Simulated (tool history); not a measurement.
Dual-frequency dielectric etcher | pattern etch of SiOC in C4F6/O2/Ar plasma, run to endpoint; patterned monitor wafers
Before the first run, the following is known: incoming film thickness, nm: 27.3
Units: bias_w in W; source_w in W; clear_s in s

run 1 hour=0.0 | bias_w=504 source_w=420 | clear_s=9.2937
run 2 hour=3.3 | bias_w=504 source_w=450 | clear_s=9.1164
run 3 hour=8.4 | bias_w=504 source_w=520 | clear_s=8.8454
run 4 hour=12.1 | bias_w=468 source_w=500 | clear_s=9.2181
run 5 hour=14.6 | bias_w=468 source_w=560 | clear_s=8.9372
run 6 hour=18.2 | bias_w=468 source_w=580 | clear_s=8.8591
run 7 hour=22.4 | bias_w=438 source_w=560 | clear_s=9.2268
run 8 hour=27.0 | bias_w=438 source_w=560 | clear_s=9.3359
run 9 hour=27.7 | bias_w=416 source_w=560 | clear_s=9.5407
run 10 hour=32.6 | bias_w=315 source_w=500 | clear_s=11.4960
run 11 hour=39.9 | bias_w=322 source_w=500 | clear_s=11.3190
run 12 hour=43.9 | bias_w=327 source_w=500 | clear_s=11.2710

Run 13 has not been measured yet. What should we expect?
run 13 hour=48.0 | bias_w=331 source_w=500 | clear_s=?

Run 13 measured clear_s 11.2260 s.

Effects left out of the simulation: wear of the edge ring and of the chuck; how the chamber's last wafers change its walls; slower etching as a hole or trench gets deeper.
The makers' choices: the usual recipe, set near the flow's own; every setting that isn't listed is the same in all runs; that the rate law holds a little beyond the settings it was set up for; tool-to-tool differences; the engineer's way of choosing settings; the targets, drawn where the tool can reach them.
